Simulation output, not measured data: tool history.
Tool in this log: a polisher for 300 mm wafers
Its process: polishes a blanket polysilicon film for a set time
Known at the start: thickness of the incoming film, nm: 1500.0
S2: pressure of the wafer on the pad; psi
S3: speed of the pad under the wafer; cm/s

run 1 day=0 | flow_of_slurry_(ml/min)=180 S2=2 S3=82 polishing_time_(s)=52 | film_removed_(Å)=1928.2
run 2 day=0.129 | flow_of_slurry_(ml/min)=175 S2=1.7 S3=82 polishing_time_(s)=52 | film_removed_(Å)=1641.3
run 3 day=0.321 | flow_of_slurry_(ml/min)=175 S2=1.7 S3=82 polishing_time_(s)=52 | film_removed_(Å)=1613.1
run 4 day=0.558 | flow_of_slurry_(ml/min)=165 S2=1.5 S3=82 polishing_time_(s)=52 | film_removed_(Å)=1394.2
run 5 day=0.671 | flow_of_slurry_(ml/min)=155 S2=1.4 S3=82 polishing_time_(s)=52 | film_removed_(Å)=1314.5
run 6 day=0.742 | flow_of_slurry_(ml/min)=155 S2=1.4 S3=82 polishing_time_(s)=52 | film_removed_(Å)=1286.9
run 7 day=0.854 | flow_of_slurry_(ml/min)=135 S2=1 S3=82 polishing_time_(s)=52 | film_removed_(Å)=906.27
run 8 day=0.892 | flow_of_slurry_(ml/min)=185 S2=1 S3=82 polishing_time_(s)=52 | film_removed_(Å)=998.99
run 9 day=1.004 | flow_of_slurry_(ml/min)=195 S2=1 S3=82 polishing_time_(s)=52 | film_removed_(Å)=1009.7
run 10 day=1.217 | flow_of_slurry_(ml/min)=205 S2=1 S3=82 polishing_time_(s)=52 | film_removed_(Å)=1003.5
run 11 day=1.325 | flow_of_slurry_(ml/min)=205 S2=1 S3=82 polishing_time_(s)=52 | film_removed_(Å)=1010.2
run 12 day=1.538 | flow_of_slurry_(ml/min)=215 S2=1 S3=82 polishing_time_(s)=52 | film_removed_(Å)=1009.4
run 13 day=1.862 | flow_of_slurry_(ml/min)=220 S2=1 S3=82 polishing_time_(s)=52 | film_removed_(Å)=1018.2

Run 14 comes next. What will it give?
run 14 day=1.892 | flow_of_slurry_(ml/min)=255 S2=1.1 S3=82 polishing_time_(s)=52 | film_removed_(Å)=?

film removed (Å): 1157.5
